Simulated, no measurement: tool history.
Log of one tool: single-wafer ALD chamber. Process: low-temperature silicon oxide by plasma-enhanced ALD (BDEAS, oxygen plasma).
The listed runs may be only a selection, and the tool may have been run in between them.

run,hour,heater temperature setpoint (K),number of ALD cycles (cycles),mean film thickness on the monitor wafer (angstrom)
1,0.0,383.15,60,86.078
2,8.2,383.15,64,91.791
3,17.2,374.15,64,92.962
4,18.6,380.15,64,91.338
5,24.6,380.15,66,93.724
6,32.0,389.15,66,93.750
7,40.4,389.15,67,94.402

What will run 8 give?
8,42.3,389.15,67,?

{"run 8": {"mean film thickness on the monitor wafer (angstrom)": 94.564}}
